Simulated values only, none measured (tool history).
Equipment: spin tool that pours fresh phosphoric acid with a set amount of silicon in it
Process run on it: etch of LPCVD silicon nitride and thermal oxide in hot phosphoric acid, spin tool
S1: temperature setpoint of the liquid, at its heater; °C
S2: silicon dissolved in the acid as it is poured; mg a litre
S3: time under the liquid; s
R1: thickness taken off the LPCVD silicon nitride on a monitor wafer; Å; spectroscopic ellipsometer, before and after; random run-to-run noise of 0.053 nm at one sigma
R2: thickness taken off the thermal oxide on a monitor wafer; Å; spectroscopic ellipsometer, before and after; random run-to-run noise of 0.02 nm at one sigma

| run | hour | S1 | S2 | S3 | R1 | R2 |
|---|---|---|---|---|---|---|
| 1 | 0 | 164 | 10 | 150 | 140.48 | 4.5049 |
| 2 | 1.4 | 164.5 | 12 | 150 | 143.02 | 4.4063 |
| 3 | 5.2 | 166 | 12 | 150 | 150.68 | 5.2453 |
| 4 | 12.4 | 166 | 15 | 150 | 149.9 | 4.6615 |
| 5 | 21 | 166 | 16 | 150 | 150.57 | 4.5084 |
| 6 | 29.9 | 166 | 20.5 | 150 | 149.82 | 4.0506 |
| 7 | 38.9 | 166 | 20.5 | 150 | 150.45 | 4.5435 |
| 8 | 42.8 | 166 | 21 | 150 | 150.38 | 4.122 |
| 9 | 47.3 | 166 | 21 | 150 | 150.44 | 4.4632 |

Run 10 comes next. What will it give?
| 10 | 51.5 | 165.5 | 23 | 165 | ? | ? |

R1: 162.96 Å
R2: 4.2998 Å
